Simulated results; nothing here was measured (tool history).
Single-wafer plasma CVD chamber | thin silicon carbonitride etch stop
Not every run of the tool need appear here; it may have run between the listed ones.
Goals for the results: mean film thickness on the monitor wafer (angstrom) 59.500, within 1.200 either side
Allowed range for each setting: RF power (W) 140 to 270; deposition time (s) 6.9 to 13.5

| run | hour | RF power (W) | deposition time (s) | mean film thickness on the monitor wafer (angstrom) |
|---|---|---|---|---|
| 1 | 0.0 | 205 | 10.2 | 53.675 |
| 2 | 1.3 | 210 | 10.3 | 54.814 |
| 3 | 8.8 | 215 | 10.3 | 55.041 |
| 4 | 11.1 | 215 | 11.4 | 60.801 |
| 5 | 14.4 | 235 | 11.4 | 62.116 |
| 6 | 18.0 | 235 | 10.4 | 56.742 |
| 7 | 25.0 | 240 | 10.5 | 57.815 |
| 8 | 26.2 | 240 | 10.5 | 58.110 |

Of the 5 settings listed for the next run, only one would bring every result within its allowed miss of target. Which one?
| A | 27.4 | 270 | 10.0 | ? |
| B | 27.4 | 240 | 11.3 | ? |
| C | 27.4 | 205 | 10.8 | ? |
| D | 27.4 | 265 | 10.5 | ? |
| E | 27.4 | 270 | 11.0 | ? |

| move | mean film thickness on the monitor wafer (angstrom) |
|---|---|
| A | 57.128 |
| B | 62.571 |
| C | 57.396 |
| D | 59.686 |
| E | 62.841 |
A: misses by more than the last run did
B: carries the result that was furthest off beyond its target, to the other side
C: misses by more than the last run did
D: all results in spec
E: carries the result that was furthest off beyond its target, to the other side
The right move is D.
